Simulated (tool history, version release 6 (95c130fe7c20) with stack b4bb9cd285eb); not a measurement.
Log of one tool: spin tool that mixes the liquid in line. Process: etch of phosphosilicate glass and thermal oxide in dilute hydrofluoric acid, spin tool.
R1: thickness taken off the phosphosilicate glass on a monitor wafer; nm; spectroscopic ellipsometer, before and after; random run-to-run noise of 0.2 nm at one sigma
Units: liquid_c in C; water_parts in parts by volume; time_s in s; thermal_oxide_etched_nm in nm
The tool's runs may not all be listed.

run 1 day=0 | liquid_c=23 water_parts=255 time_s=40 | R1=19.932 thermal_oxide_etched_nm=0.72546
run 2 day=0.033 | liquid_c=23.5 water_parts=255 time_s=40 | R1=20.197 thermal_oxide_etched_nm=0.69761
run 3 day=0.379 | liquid_c=23.5 water_parts=200 time_s=40 | R1=27.016 thermal_oxide_etched_nm=1.0048
run 4 day=0.633 | liquid_c=23.5 water_parts=270 time_s=40 | R1=18.723 thermal_oxide_etched_nm=0.69688
run 5 day=0.738 | liquid_c=24 water_parts=270 time_s=40 | R1=18.959 thermal_oxide_etched_nm=0.69307
run 6 day=0.779 | liquid_c=24 water_parts=270 time_s=55 | R1=26.173 thermal_oxide_etched_nm=0.94248
run 7 day=0.929 | liquid_c=23 water_parts=270 time_s=55 | R1=24.538 thermal_oxide_etched_nm=0.91482

Expected results for the next run?
run 8 day=1.3 | liquid_c=22.5 water_parts=270 time_s=55 | R1=? thermal_oxide_etched_nm=?

Run 8 gave R1 24.738 nm, thermal_oxide_etched_nm 0.9497 nm.

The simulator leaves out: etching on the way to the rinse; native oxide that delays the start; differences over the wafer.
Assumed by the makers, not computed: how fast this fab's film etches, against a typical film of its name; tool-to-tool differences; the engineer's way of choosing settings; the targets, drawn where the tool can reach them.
